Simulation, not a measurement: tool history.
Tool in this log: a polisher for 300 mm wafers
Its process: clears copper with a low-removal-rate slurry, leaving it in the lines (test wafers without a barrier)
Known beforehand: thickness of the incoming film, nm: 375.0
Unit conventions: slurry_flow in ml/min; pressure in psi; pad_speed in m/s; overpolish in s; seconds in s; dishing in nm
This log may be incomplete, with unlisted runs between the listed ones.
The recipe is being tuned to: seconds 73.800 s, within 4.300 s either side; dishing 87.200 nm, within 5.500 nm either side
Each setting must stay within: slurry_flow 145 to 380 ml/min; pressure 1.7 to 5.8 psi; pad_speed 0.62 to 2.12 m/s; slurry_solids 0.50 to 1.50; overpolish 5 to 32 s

run	hour	slurry_flow	pressure	pad_speed	slurry_solids	overpolish	seconds	dishing
1	0.0	245	3.7	1.36	1.00	16	90.293	49.490
2	6.3	245	3.8	1.36	1.00	17	89.649	51.293
3	14.4	245	4.3	1.36	1.00	17	79.201	59.443
4	19.6	245	4.3	1.36	1.10	17	76.183	60.051
5	27.3	245	5.2	1.36	1.10	17	61.813	71.251
# hour 31.1: worn pad replaced by a new one
6	31.1	245	5.1	1.36	1.10	18	59.649	77.512
7	38.6	245	5.0	1.36	1.10	19	60.465	79.365
8	41.0	245	4.9	1.36	1.10	20	63.135	77.773

Exercise: of the 5 proposed moves below, exactly one satisfies all targets within the stated allowed misses. Which move is it?
A	43.4	370	3.5	1.42	0.95	23	?	?
B	43.4	270	4.5	1.30	1.20	32	?	?
C	43.4	220	4.6	1.22	1.05	27	?	?
D	43.4	220	4.1	1.38	1.10	24	?	?
E	43.4	235	5.5	1.38	1.25	12	?	?

move	seconds	dishing
A	81.584	70.969
B	67.811	99.776
C	74.371	85.875
D	73.058	79.716
E	52.865	62.705
A: the result that was furthest off in the last run now lies on the other side of its target
B: nearer the targets than the last run, but a result is still out of spec
C: in spec on every target
D: brings the result that was furthest off to its target, and leaves another outside
E: its largest miss is bigger than the last run's
So the answer is move C, the one that meets all the targets.
